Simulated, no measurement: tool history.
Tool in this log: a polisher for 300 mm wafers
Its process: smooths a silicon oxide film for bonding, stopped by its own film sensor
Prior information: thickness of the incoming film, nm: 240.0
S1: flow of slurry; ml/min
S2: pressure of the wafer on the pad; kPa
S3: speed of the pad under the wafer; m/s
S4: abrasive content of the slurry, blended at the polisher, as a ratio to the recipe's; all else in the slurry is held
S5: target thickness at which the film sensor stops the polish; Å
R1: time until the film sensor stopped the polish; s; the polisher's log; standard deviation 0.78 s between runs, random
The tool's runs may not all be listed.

run 1 day=0 | S1=250 S2=17.2 S3=0.96 S4=1 S5=1710 | R1=64.558
run 2 day=0.233 | S1=250 S2=17.2 S3=0.96 S4=0.85 S5=1710 | R1=73.703
run 3 day=0.546 | S1=205 S2=17.2 S3=0.96 S4=0.85 S5=1710 | R1=75.948
run 4 day=0.854 | S1=235 S2=17.2 S3=0.96 S4=0.85 S5=1710 | R1=75.888
run 5 day=1.171 | S1=235 S2=19.3 S3=0.98 S4=0.85 S5=1710 | R1=65.007
run 6 day=1.275 | S1=235 S2=20.7 S3=1 S4=0.85 S5=1710 | R1=60.393
run 7 day=1.517 | S1=235 S2=22.1 S3=1 S4=0.85 S5=1710 | R1=56.28

Run 8 has not been measured yet. What should we expect?
run 8 day=1.625 | S1=235 S2=22.8 S3=1 S4=0.85 S5=1710 | R1=?

{"run 8": {"R1": 56.373}}

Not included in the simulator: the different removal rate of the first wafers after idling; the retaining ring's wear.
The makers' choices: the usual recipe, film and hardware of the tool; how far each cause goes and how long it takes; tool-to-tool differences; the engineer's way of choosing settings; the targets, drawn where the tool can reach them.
